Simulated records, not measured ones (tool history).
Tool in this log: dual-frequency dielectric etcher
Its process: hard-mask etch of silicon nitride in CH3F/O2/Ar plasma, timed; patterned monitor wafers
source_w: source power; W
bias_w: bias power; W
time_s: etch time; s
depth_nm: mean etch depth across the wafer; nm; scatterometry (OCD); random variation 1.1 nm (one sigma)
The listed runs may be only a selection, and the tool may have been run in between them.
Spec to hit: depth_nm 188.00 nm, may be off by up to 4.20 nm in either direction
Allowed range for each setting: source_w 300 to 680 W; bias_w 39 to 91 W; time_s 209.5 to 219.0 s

Run 1, hour 0.0: source_w 490 W, bias_w 65 W, time_s 209.5 s. Result: depth_nm 163.36 nm.
Run 2, hour 4.1: source_w 520 W, bias_w 66 W, time_s 209.5 s. Result: depth_nm 169.74 nm.
Run 3, hour 8.7: source_w 540 W, bias_w 67 W, time_s 209.5 s. Result: depth_nm 173.09 nm.
Run 4, hour 9.9: source_w 560 W, bias_w 67 W, time_s 209.5 s. Result: depth_nm 173.79 nm.
Run 5, hour 15.4: source_w 580 W, bias_w 68 W, time_s 209.5 s. Result: depth_nm 177.60 nm.
Run 6, hour 22.2: source_w 520 W, bias_w 68 W, time_s 209.5 s. Result: depth_nm 171.88 nm.
Run 7, hour 27.2: source_w 540 W, bias_w 69 W, time_s 209.5 s. Result: depth_nm 174.54 nm.
Run 8, hour 32.5: source_w 560 W, bias_w 70 W, time_s 209.5 s. Result: depth_nm 176.72 nm.
Run 9, hour 33.9: source_w 570 W, bias_w 71 W, time_s 209.5 s. Result: depth_nm 180.40 nm.
Run 10, hour 41.3: source_w 580 W, bias_w 71 W, time_s 209.5 s. Result: depth_nm 181.20 nm.
Run 11, hour 43.4: source_w 590 W, bias_w 71 W, time_s 209.5 s. Result: depth_nm 182.65 nm.
Run 12, hour 48.2: source_w 590 W, bias_w 71 W, time_s 209.5 s. Result: depth_nm 180.46 nm.

Below are 4 possible settings for the next run. Only one of them brings all results inside the allowed miss of their targets. Which is it?
Run A, hour 53.0: source_w 570 W, bias_w 66 W, time_s 212.5 s. Result: depth_nm ?.
Run B, hour 53.0: source_w 550 W, bias_w 64 W, time_s 213.0 s. Result: depth_nm ?.
Run C, hour 53.0: source_w 580 W, bias_w 74 W, time_s 213.0 s. Result: depth_nm ?.
Run D, hour 53.0: source_w 590 W, bias_w 62 W, time_s 216.5 s. Result: depth_nm ?.

move  depth_nm
   A    176.41
   B    172.44
   C    185.51
   D    178.23
A: moves away from the targets compared with the last run
B: moves away from the targets compared with the last run
C: hits every target within its allowed miss
D: moves away from the targets compared with the last run
C is the move that brings every result within its allowed miss.
